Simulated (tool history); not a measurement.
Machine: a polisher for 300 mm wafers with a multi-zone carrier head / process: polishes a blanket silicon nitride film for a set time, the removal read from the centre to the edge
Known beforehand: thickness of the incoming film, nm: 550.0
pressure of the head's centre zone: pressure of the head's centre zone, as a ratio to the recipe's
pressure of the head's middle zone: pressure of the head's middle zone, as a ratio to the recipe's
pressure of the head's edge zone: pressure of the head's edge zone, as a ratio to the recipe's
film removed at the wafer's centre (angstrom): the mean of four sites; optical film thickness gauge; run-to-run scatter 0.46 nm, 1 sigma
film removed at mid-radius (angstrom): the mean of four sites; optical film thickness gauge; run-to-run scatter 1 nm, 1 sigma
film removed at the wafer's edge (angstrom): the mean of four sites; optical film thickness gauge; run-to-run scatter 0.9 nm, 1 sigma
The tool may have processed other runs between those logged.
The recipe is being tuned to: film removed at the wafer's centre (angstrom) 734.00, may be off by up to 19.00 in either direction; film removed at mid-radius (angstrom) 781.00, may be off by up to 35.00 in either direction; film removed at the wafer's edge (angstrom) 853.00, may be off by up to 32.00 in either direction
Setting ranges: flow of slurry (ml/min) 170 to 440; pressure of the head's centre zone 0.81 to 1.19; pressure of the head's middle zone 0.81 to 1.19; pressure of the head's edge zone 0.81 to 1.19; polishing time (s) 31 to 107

run,day,flow of slurry (ml/min),pressure of the head's centre zone,pressure of the head's middle zone,pressure of the head's edge zone,polishing time (s),film removed at the wafer's centre (angstrom),film removed at mid-radius (angstrom),film removed at the wafer's edge (angstrom)
1,0.000,280,1.00,1.00,1.00,69,1202.50,1176.50,1166.60
2,0.117,280,0.96,1.00,1.00,69,1146.10,1152.30,1187.20
3,0.250,275,0.94,0.99,0.98,66,1080.70,1116.10,1099.90
4,0.596,275,0.94,0.99,0.98,56,913.57,937.44,964.37
5,0.967,275,0.98,0.99,0.98,56,954.92,960.73,945.24
6,1.312,275,0.98,0.99,0.89,56,953.30,953.47,914.56
7,1.508,270,0.95,0.97,0.89,55,904.64,907.01,896.03
8,1.683,265,0.93,0.96,0.89,55,883.09,894.28,881.99
9,1.721,260,0.91,0.95,0.90,55,851.70,898.93,900.79
10,1.858,260,0.90,0.93,0.90,55,844.63,879.06,918.84
11,2.162,235,0.82,0.88,0.84,50,691.67,735.23,800.63
12,2.221,245,0.82,0.88,0.85,50,689.14,755.07,791.59

Which of these 5 next moves meets every target?
A,2.279,280,0.91,0.87,0.83,47,?,?,?
B,2.279,400,0.91,0.97,0.81,46,?,?,?
C,2.279,265,0.81,0.84,0.85,53,?,?,?
D,2.279,250,0.89,0.94,0.81,45,?,?,?
E,2.279,235,0.85,0.92,0.87,47,?,?,?

move,film removed at the wafer's centre (angstrom),film removed at mid-radius (angstrom),film removed at the wafer's edge (angstrom)
A,742.73,711.16,736.53
B,753.77,786.90,730.14
C,739.52,774.77,835.66
D,685.70,716.81,690.35
E,677.69,729.73,739.68
A: meets the target for the result that was furthest off, but another lies outside its allowed miss
B: carries the result that was furthest off beyond its target, to the other side
C: every result within its allowed miss
D: misses by more than the last run did
E: misses by more than the last run did
Answer: C
